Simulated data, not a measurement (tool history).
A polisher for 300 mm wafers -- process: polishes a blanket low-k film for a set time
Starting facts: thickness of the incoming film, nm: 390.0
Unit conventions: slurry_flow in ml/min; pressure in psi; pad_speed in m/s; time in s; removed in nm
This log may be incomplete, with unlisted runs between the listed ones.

run  hour  slurry_flow  pressure  pad_speed  slurry_solids  time  removed
  1   0.0          265       1.9       1.06            1.0    90   37.676
  2   6.1          265       1.9       1.06            1.0    90   37.044
  3   8.0          265       2.0       1.06            1.0    90   39.769
  4  17.0          265       2.3       1.06            1.0    90   45.485
  5  20.8          270       2.3       1.06            1.0    90   44.808
  6  29.1          270       2.3       0.90            1.0    90   39.116

Run 7 has not been measured yet. What should we expect?
  7  36.0          270       2.4       0.90            1.0    90        ?

Run 7 produced removed 41.420 nm.
